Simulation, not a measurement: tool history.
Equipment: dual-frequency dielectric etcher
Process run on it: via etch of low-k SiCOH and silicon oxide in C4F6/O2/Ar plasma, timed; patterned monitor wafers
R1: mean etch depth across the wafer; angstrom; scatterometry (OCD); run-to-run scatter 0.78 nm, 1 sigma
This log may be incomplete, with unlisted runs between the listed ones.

run 1 hour=0 | source_power_(W)=280 bias_power_(W)=230 etch_time_(s)=89 | R1=2155.8
run 2 hour=7.5 | source_power_(W)=300 bias_power_(W)=242 etch_time_(s)=89 | R1=2283.3
run 3 hour=15.6 | source_power_(W)=270 bias_power_(W)=242 etch_time_(s)=89 | R1=2195.3
run 4 hour=20.2 | source_power_(W)=240 bias_power_(W)=242 etch_time_(s)=89 | R1=2118.6
run 5 hour=26.7 | source_power_(W)=240 bias_power_(W)=242 etch_time_(s)=93 | R1=2217.9
-- hour=35.5 wet clean of the chamber
run 6 hour=35.5 | source_power_(W)=240 bias_power_(W)=242 etch_time_(s)=93 | R1=2322.9
run 7 hour=43.8 | source_power_(W)=270 bias_power_(W)=248 etch_time_(s)=93 | R1=2420.3

Run 8 has not been measured yet. What should we expect?
run 8 hour=48.8 | source_power_(W)=330 bias_power_(W)=260 etch_time_(s)=93 | R1=?

R1: 2652.7 angstrom

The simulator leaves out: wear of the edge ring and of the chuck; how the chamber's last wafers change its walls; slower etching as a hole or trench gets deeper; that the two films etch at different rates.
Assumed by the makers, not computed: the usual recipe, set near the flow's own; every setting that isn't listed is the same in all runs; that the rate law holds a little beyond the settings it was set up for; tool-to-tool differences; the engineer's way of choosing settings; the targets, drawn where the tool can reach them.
